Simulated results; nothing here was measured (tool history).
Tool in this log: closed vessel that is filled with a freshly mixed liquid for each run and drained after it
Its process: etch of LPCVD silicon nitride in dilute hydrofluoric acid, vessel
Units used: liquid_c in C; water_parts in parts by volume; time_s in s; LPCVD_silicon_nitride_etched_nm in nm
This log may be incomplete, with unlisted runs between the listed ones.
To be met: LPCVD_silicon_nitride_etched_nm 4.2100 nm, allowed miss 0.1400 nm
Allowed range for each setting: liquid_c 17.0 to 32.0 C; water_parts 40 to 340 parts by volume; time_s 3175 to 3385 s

run  hour  liquid_c  water_parts  time_s  LPCVD_silicon_nitride_etched_nm
  1   0.0      24.0          190    3175                           8.2476
  2   1.8      24.0          190    3385                           8.8362
  3   4.0      22.0          205    3380                           7.1681
  4   8.0      22.0          175    3380                           8.2776
  5  16.6      20.5          190    3375                           7.0692
  6  21.5      19.5          205    3370                           6.1144
  7  23.9      19.0          215    3365                           5.4885
  8  24.6      18.5          220    3365                           5.3305
  9  32.2      18.0          230    3365                           4.9820
 10  33.0      17.5          235    3365                           4.6746
 11  34.4      17.5          240    3365                           4.5360

Of the 4 settings listed for the next run, only one would bring every result within its allowed miss of target. Which one?
  A  35.8      19.5          250    3235                                ?
  B  35.8      18.5          260    3175                                ?
  C  35.8      17.0          210    3315                                ?
  D  35.8      17.5          230    3385                                ?

move  LPCVD_silicon_nitride_etched_nm
   A                           4.7789
   B                           4.2320
   C                           4.9093
   D                           4.7511
A: moves away from the targets compared with the last run
B: all results in spec
C: moves away from the targets compared with the last run
D: moves away from the targets compared with the last run
The move that meets every target is B.
